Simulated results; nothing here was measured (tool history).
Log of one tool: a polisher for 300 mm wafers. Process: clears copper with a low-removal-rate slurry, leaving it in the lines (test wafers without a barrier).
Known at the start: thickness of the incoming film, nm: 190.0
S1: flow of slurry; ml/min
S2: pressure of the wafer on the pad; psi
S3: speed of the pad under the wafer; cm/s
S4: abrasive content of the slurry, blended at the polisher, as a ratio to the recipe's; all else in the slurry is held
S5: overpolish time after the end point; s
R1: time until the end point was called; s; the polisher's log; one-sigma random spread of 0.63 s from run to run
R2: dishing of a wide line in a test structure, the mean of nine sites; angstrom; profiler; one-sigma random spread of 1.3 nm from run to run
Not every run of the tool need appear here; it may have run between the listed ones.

Run 1, hour 0: S1 200 ml/min, S2 2.2 psi, S3 84 cm/s, S4 1, S5 22 s. Result: R1 79.916 s, R2 326.15 angstrom.
Run 2, hour 2.7: S1 235 ml/min, S2 2.2 psi, S3 84 cm/s, S4 1, S5 22 s. Result: R1 76.428 s, R2 326.45 angstrom.
Run 3, hour 10.2: S1 235 ml/min, S2 1.8 psi, S3 84 cm/s, S4 1, S5 22 s. Result: R1 91.616 s, R2 279.03 angstrom.
Run 4, hour 18.2: S1 235 ml/min, S2 1.8 psi, S3 76 cm/s, S4 1, S5 22 s. Result: R1 103.18 s, R2 246.71 angstrom.
Run 5, hour 22.1: S1 235 ml/min, S2 1.8 psi, S3 76 cm/s, S4 1, S5 17 s. Result: R1 103.67 s, R2 202.51 angstrom.
Run 6, hour 26.1: S1 235 ml/min, S2 1.8 psi, S3 76 cm/s, S4 1, S5 26 s. Result: R1 102.77 s, R2 293.34 angstrom.
Run 7, hour 35.1: S1 235 ml/min, S2 2 psi, S3 76 cm/s, S4 1, S5 27 s. Result: R1 93.114 s, R2 322.82 angstrom.
Run 8, hour 38.3: S1 235 ml/min, S2 2.1 psi, S3 76 cm/s, S4 1, S5 28 s. Result: R1 90.72 s, R2 338.04 angstrom.
Run 9, hour 43.3: S1 235 ml/min, S2 2.2 psi, S3 76 cm/s, S4 1, S5 29 s. Result: R1 87.113 s, R2 380.69 angstrom.
Run 10, hour 44.6: S1 235 ml/min, S2 2.3 psi, S3 76 cm/s, S4 1, S5 29 s. Result: R1 81.618 s, R2 382.1 angstrom.
Run 11, hour 47.4: S1 235 ml/min, S2 2.3 psi, S3 76 cm/s, S4 1, S5 29 s. Result: R1 82.457 s, R2 390.87 angstrom.
Run 12, hour 55.9: S1 235 ml/min, S2 2.4 psi, S3 76 cm/s, S4 1, S5 29 s. Result: R1 78.361 s, R2 413.15 angstrom.

Expected results for the next run?
Run 13, hour 56.8: S1 235 ml/min, S2 3 psi, S3 78 cm/s, S4 1, S5 32 s. Result: R1 ?, R2 ?.

R1: 60.799 s
R2: 523.55 angstrom
